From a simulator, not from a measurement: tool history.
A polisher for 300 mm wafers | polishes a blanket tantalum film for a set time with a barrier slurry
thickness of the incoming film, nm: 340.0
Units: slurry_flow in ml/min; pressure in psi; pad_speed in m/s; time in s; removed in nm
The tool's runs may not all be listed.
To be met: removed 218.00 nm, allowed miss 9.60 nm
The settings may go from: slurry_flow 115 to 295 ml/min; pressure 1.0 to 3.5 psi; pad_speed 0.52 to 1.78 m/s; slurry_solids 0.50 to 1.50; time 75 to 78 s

run 1 hour=0.0 | slurry_flow=190 pressure=2.2 pad_speed=1.14 slurry_solids=1.00 time=75 | removed=174.75
run 2 hour=5.5 | slurry_flow=150 pressure=2.2 pad_speed=1.14 slurry_solids=1.00 time=75 | removed=170.71
run 3 hour=6.2 | slurry_flow=150 pressure=2.2 pad_speed=1.14 slurry_solids=1.00 time=75 | removed=169.10
run 4 hour=10.2 | slurry_flow=150 pressure=2.3 pad_speed=1.14 slurry_solids=1.00 time=75 | removed=174.96
run 5 hour=16.1 | slurry_flow=155 pressure=2.4 pad_speed=1.14 slurry_solids=1.00 time=75 | removed=180.30
run 6 hour=22.6 | slurry_flow=155 pressure=2.4 pad_speed=0.98 slurry_solids=1.00 time=75 | removed=159.13
run 7 hour=26.3 | slurry_flow=155 pressure=2.6 pad_speed=0.98 slurry_solids=1.00 time=75 | removed=164.53
run 8 hour=32.1 | slurry_flow=155 pressure=2.8 pad_speed=1.00 slurry_solids=1.00 time=75 | removed=182.81
run 9 hour=33.8 | slurry_flow=155 pressure=2.9 pad_speed=1.00 slurry_solids=1.00 time=75 | removed=189.34
run 10 hour=42.7 | slurry_flow=155 pressure=3.0 pad_speed=1.00 slurry_solids=1.00 time=75 | removed=197.35
run 11 hour=51.7 | slurry_flow=155 pressure=3.1 pad_speed=1.00 slurry_solids=1.00 time=75 | removed=202.11

5 next moves are on the table. One of them brings every result within its allowed miss. Which?
run A hour=60.7 | slurry_flow=155 pressure=3.4 pad_speed=1.06 slurry_solids=1.00 time=77 | removed=?
run B hour=60.7 | slurry_flow=120 pressure=2.9 pad_speed=1.14 slurry_solids=1.40 time=75 | removed=?
run C hour=60.7 | slurry_flow=135 pressure=3.2 pad_speed=1.16 slurry_solids=0.95 time=78 | removed=?
run D hour=60.7 | slurry_flow=255 pressure=3.1 pad_speed=1.18 slurry_solids=0.60 time=78 | removed=?
run E hour=60.7 | slurry_flow=120 pressure=3.4 pad_speed=1.24 slurry_solids=0.55 time=78 | removed=?

move=A removed=244.83
move=B removed=224.99
move=C removed=248.45
move=D removed=247.21
move=E removed=250.24
A: takes the result that was furthest off past its target
B: meets every target
C: takes the result that was furthest off past its target
D: takes the result that was furthest off past its target
E: takes the result that was furthest off past its target
The right move is B.

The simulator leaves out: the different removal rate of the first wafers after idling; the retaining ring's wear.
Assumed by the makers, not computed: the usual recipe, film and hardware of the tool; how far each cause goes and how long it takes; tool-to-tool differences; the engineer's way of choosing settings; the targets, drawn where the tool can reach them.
